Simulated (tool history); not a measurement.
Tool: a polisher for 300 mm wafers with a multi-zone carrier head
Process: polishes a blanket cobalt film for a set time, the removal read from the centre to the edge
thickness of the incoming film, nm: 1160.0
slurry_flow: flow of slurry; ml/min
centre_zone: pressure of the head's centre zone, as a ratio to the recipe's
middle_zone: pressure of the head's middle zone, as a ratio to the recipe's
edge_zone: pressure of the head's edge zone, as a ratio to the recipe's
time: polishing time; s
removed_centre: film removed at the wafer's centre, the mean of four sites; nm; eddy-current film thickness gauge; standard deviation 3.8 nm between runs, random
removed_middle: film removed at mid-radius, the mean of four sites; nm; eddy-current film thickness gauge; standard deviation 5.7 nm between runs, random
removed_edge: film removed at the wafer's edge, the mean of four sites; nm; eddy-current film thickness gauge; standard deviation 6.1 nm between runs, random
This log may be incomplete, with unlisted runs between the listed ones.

run,hour,slurry_flow,centre_zone,middle_zone,edge_zone,time,removed_centre,removed_middle,removed_edge
1,0.0,190,1.00,1.00,1.00,55,303.26,303.76,301.03
2,1.5,190,1.00,0.99,1.03,59,317.39,318.48,334.95
3,8.2,195,1.02,1.00,1.05,61,336.02,328.76,349.31
4,14.0,195,1.02,1.00,1.05,49,273.57,263.92,276.98
5,22.7,195,1.02,1.00,1.05,57,318.12,305.45,327.20
6,29.9,195,1.02,1.00,1.02,57,317.81,308.72,318.58
7,38.0,200,1.03,1.01,1.04,60,338.97,327.75,348.41
8,45.4,205,1.04,1.03,1.05,62,360.09,348.21,358.77
9,46.2,205,1.05,1.03,1.07,64,371.99,359.19,367.60
10,50.9,210,1.05,1.02,1.08,66,380.70,355.98,378.04
11,54.9,205,1.05,1.02,1.09,68,397.81,377.41,396.30
12,63.2,205,1.05,1.01,1.10,70,405.97,385.33,410.15
13,64.5,210,1.05,1.01,1.11,72,418.91,396.31,428.19
14,72.6,210,1.05,1.01,1.12,73,415.88,407.47,435.65
15,75.8,210,1.05,1.00,1.13,74,427.57,405.27,440.21
16,78.5,210,1.05,1.00,1.14,75,435.12,402.51,460.93
17,80.0,210,1.05,1.01,1.15,75,429.14,411.12,451.23

Run 18 has not been measured yet. What should we expect?
18,80.6,215,1.05,1.01,1.15,76,?,?,?

removed_centre: 450.63 nm
removed_middle: 419.54 nm
removed_edge: 456.39 nm
